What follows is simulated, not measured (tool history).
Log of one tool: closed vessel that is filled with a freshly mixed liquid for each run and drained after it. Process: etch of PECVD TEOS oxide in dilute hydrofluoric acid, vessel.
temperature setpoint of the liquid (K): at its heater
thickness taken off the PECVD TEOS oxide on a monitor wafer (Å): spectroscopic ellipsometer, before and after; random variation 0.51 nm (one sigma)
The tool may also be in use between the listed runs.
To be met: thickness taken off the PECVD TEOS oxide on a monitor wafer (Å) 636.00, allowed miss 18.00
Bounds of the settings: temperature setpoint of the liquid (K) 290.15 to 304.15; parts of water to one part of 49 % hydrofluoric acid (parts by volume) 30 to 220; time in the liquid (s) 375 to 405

run,hour,temperature setpoint of the liquid (K),parts of water to one part of 49 % hydrofluoric acid (parts by volume),time in the liquid (s),thickness taken off the PECVD TEOS oxide on a monitor wafer (Å)
1,0.0,296.15,125,375,325.82
2,3.0,293.65,125,375,296.67
3,8.3,295.15,120,375,328.86
4,12.9,293.65,120,375,311.23
5,19.0,293.65,95,375,404.75
6,23.4,296.15,95,375,448.09
7,28.3,297.65,95,375,473.50
8,31.5,298.65,95,375,490.81
9,35.0,299.65,95,375,508.67
10,40.8,303.65,85,375,681.58

Which of these 4 next moves meets every target?
A,46.6,302.65,95,385,?
B,46.6,302.65,100,400,?
C,46.6,301.65,85,385,?
D,46.6,302.15,90,375,?

move,thickness taken off the PECVD TEOS oxide on a monitor wafer (Å)
A,591.60
B,579.84
C,645.44
D,601.02
A: takes the result that was furthest off past its target
B: takes the result that was furthest off past its target
C: meets every target
D: takes the result that was furthest off past its target
Answer: C
